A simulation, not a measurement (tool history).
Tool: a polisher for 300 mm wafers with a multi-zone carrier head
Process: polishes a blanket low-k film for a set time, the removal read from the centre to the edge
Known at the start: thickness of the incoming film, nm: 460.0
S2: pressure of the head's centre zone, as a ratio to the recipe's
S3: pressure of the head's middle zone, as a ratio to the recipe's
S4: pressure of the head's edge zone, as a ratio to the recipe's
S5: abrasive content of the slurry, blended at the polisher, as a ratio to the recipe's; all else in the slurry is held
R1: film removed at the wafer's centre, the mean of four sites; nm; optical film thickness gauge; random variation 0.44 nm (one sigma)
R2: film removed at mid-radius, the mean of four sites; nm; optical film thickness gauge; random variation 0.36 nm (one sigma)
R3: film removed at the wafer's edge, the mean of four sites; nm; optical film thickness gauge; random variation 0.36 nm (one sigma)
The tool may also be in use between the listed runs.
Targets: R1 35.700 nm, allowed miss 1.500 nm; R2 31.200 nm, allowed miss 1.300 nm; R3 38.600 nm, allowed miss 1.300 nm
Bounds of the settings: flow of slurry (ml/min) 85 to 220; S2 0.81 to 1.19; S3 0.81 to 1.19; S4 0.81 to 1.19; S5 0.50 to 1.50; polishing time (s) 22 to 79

{"run": 1, "hour": 0.0, "flow of slurry (ml/min)": 140, "S2": 1.0, "S3": 1.0, "S4": 1.0, "S5": 1.0, "polishing time (s)": 50, "R1": 23.719, "R2": 23.28, "R3": 23.777}
{"run": 2, "hour": 8.9, "flow of slurry (ml/min)": 145, "S2": 1.0, "S3": 0.96, "S4": 1.06, "S5": 1.15, "polishing time (s)": 53, "R1": 28.438, "R2": 25.677, "R3": 27.562}
{"run": 3, "hour": 12.0, "flow of slurry (ml/min)": 145, "S2": 1.0, "S3": 1.01, "S4": 1.06, "S5": 1.15, "polishing time (s)": 53, "R1": 27.468, "R2": 27.379, "R3": 27.862}
{"run": 4, "hour": 16.2, "flow of slurry (ml/min)": 145, "S2": 1.0, "S3": 1.01, "S4": 1.06, "S5": 1.0, "polishing time (s)": 53, "R1": 26.136, "R2": 25.287, "R3": 25.621}
{"run": 5, "hour": 19.7, "flow of slurry (ml/min)": 145, "S2": 1.0, "S3": 1.01, "S4": 1.06, "S5": 0.8, "polishing time (s)": 53, "R1": 22.588, "R2": 21.981, "R3": 22.356}
{"run": 6, "hour": 27.0, "flow of slurry (ml/min)": 145, "S2": 1.0, "S3": 1.01, "S4": 1.06, "S5": 0.8, "polishing time (s)": 49, "R1": 21.105, "R2": 20.513, "R3": 20.623}
{"run": 7, "hour": 34.3, "flow of slurry (ml/min)": 145, "S2": 1.0, "S3": 1.01, "S4": 1.06, "S5": 0.8, "polishing time (s)": 49, "R1": 20.372, "R2": 19.917, "R3": 20.733}
{"run": 8, "hour": 37.2, "flow of slurry (ml/min)": 140, "S2": 0.97, "S3": 0.95, "S4": 1.1, "S5": 1.05, "polishing time (s)": 52, "R1": 25.36, "R2": 23.295, "R3": 26.214}
{"run": 9, "hour": 42.5, "flow of slurry (ml/min)": 165, "S2": 0.89, "S3": 0.88, "S4": 1.19, "S5": 1.3, "polishing time (s)": 55, "R1": 28.042, "R2": 26.573, "R3": 32.175}

Which of these 5 next moves meets every target?
{"run": "A", "hour": 47.8, "flow of slurry (ml/min)": 145, "S2": 0.86, "S3": 0.82, "S4": 1.19, "S5": 1.35, "polishing time (s)": 70, "R1": "?", "R2": "?", "R3": "?"}
{"run": "B", "hour": 47.8, "flow of slurry (ml/min)": 135, "S2": 0.82, "S3": 0.84, "S4": 1.19, "S5": 1.25, "polishing time (s)": 48, "R1": "?", "R2": "?", "R3": "?"}
{"run": "C", "hour": 47.8, "flow of slurry (ml/min)": 140, "S2": 0.96, "S3": 0.85, "S4": 1.19, "S5": 1.25, "polishing time (s)": 68, "R1": "?", "R2": "?", "R3": "?"}
{"run": "D", "hour": 47.8, "flow of slurry (ml/min)": 205, "S2": 1.11, "S3": 0.95, "S4": 1.05, "S5": 1.4, "polishing time (s)": 45, "R1": "?", "R2": "?", "R3": "?"}
{"run": "E", "hour": 47.8, "flow of slurry (ml/min)": 210, "S2": 0.81, "S3": 1.15, "S4": 1.02, "S5": 1.25, "polishing time (s)": 45, "R1": "?", "R2": "?", "R3": "?"}

move=A R1=33.777 R2=32.259 R3=40.715
move=B R1=21.013 R2=21.517 R3=26.718
move=C R1=35.182 R2=30.975 R3=38.037
move=D R1=30.385 R2=25.112 R3=26.336
move=E R1=21.163 R2=28.261 R3=24.804
A: nearer than the last run, and not there yet
B: further off than the last run
C: meets every target
D: further off than the last run
E: further off than the last run
Move C is the one to make.
